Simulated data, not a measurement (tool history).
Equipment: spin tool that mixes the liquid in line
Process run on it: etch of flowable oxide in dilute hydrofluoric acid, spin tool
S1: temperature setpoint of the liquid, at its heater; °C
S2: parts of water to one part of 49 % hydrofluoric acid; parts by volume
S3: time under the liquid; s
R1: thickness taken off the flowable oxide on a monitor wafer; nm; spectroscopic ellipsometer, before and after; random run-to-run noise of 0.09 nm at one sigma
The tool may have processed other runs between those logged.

| run | hour | S1 | S2 | S3 | R1 |
|---|---|---|---|---|---|
| 1 | 0 | 20 | 70 | 70 | 18.745 |
| 2 | 5.4 | 19.5 | 75 | 70 | 17.12 |
| 3 | 13.3 | 19 | 80 | 70 | 15.573 |
| 4 | 19.4 | 21 | 80 | 70 | 17.085 |
| 5 | 21.3 | 20.5 | 85 | 70 | 15.328 |
| 6 | 27.2 | 20.5 | 85 | 75 | 16.431 |
| 7 | 32.8 | 20 | 90 | 75 | 15.166 |
| 8 | 37 | 19.5 | 95 | 75 | 13.838 |

For run 9, what comes out?
| 9 | 43.9 | 19 | 95 | 75 | ? |

R1: 13.69 nm

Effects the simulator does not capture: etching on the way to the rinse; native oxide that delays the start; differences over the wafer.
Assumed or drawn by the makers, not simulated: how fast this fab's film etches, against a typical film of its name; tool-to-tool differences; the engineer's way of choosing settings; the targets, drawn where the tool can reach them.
